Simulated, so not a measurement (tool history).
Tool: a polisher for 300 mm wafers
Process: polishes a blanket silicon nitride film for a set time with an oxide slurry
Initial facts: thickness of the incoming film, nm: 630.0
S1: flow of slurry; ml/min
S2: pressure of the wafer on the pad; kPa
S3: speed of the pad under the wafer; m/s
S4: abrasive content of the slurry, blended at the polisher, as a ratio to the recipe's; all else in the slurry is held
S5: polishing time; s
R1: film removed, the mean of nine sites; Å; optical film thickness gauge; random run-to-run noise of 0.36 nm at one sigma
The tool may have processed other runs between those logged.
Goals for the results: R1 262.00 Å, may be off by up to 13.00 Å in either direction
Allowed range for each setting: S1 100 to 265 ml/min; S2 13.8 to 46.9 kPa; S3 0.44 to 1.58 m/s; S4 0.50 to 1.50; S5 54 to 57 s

Run 1, hour 0.0: S1 170 ml/min, S2 30.3 kPa, S3 1.00 m/s, S4 1.00, S5 54 s. Result: R1 434.00 Å.
Run 2, hour 1.9: S1 170 ml/min, S2 28.3 kPa, S3 1.00 m/s, S4 1.00, S5 54 s. Result: R1 395.49 Å.
Run 3, hour 5.9: S1 170 ml/min, S2 28.3 kPa, S3 1.00 m/s, S4 1.00, S5 57 s. Result: R1 424.98 Å.
Run 4, hour 13.8: S1 195 ml/min, S2 28.3 kPa, S3 1.00 m/s, S4 1.00, S5 57 s. Result: R1 434.15 Å.
Run 5, hour 21.9: S1 195 ml/min, S2 26.2 kPa, S3 1.00 m/s, S4 1.00, S5 57 s. Result: R1 398.31 Å.
Run 6, hour 24.0: S1 195 ml/min, S2 26.2 kPa, S3 1.00 m/s, S4 1.00, S5 54 s. Result: R1 381.08 Å.
Run 7, hour 26.9: S1 195 ml/min, S2 24.8 kPa, S3 1.00 m/s, S4 1.00, S5 54 s. Result: R1 366.40 Å.
Run 8, hour 32.8: S1 195 ml/min, S2 23.4 kPa, S3 1.00 m/s, S4 1.00, S5 54 s. Result: R1 352.25 Å.
Run 9, hour 34.2: S1 195 ml/min, S2 22.1 kPa, S3 1.00 m/s, S4 1.00, S5 54 s. Result: R1 325.92 Å.
Run 10, hour 38.4: S1 195 ml/min, S2 21.4 kPa, S3 1.00 m/s, S4 1.00, S5 54 s. Result: R1 313.41 Å.
Run 11, hour 47.1: S1 190 ml/min, S2 15.9 kPa, S3 0.98 m/s, S4 1.00, S5 54 s. Result: R1 235.32 Å.
Run 12, hour 52.5: S1 195 ml/min, S2 15.9 kPa, S3 0.98 m/s, S4 1.00, S5 54 s. Result: R1 236.06 Å.
Run 13, hour 54.4: S1 195 ml/min, S2 19.3 kPa, S3 1.00 m/s, S4 1.00, S5 54 s. Result: R1 288.50 Å.
Run 14, hour 59.4: S1 190 ml/min, S2 19.3 kPa, S3 1.00 m/s, S4 1.00, S5 54 s. Result: R1 286.36 Å.
Run 15, hour 63.0: S1 185 ml/min, S2 19.3 kPa, S3 1.00 m/s, S4 1.00, S5 54 s. Result: R1 289.37 Å.
Run 16, hour 71.1: S1 185 ml/min, S2 15.9 kPa, S3 0.98 m/s, S4 1.00, S5 54 s. Result: R1 231.32 Å.

Pick the move, out of 5, that brings all results within their allowed miss; only one does.
Run A, hour 79.2: S1 145 ml/min, S2 15.2 kPa, S3 0.68 m/s, S4 1.45, S5 54 s. Result: R1 ?.
Run B, hour 79.2: S1 160 ml/min, S2 17.2 kPa, S3 0.94 m/s, S4 0.90, S5 57 s. Result: R1 ?.
Run C, hour 79.2: S1 190 ml/min, S2 15.9 kPa, S3 0.90 m/s, S4 1.35, S5 55 s. Result: R1 ?.
Run D, hour 79.2: S1 160 ml/min, S2 16.5 kPa, S3 0.80 m/s, S4 1.00, S5 54 s. Result: R1 ?.
Run E, hour 79.2: S1 195 ml/min, S2 19.3 kPa, S3 0.70 m/s, S4 0.90, S5 54 s. Result: R1 ?.

move      R1
   A  191.92
   B  228.18
   C  258.80
   D  197.46
   E  196.33
A: its largest miss is bigger than the last run's
B: its largest miss is bigger than the last run's
C: in spec on every target
D: its largest miss is bigger than the last run's
E: its largest miss is bigger than the last run's
Go with C: it meets all targets.
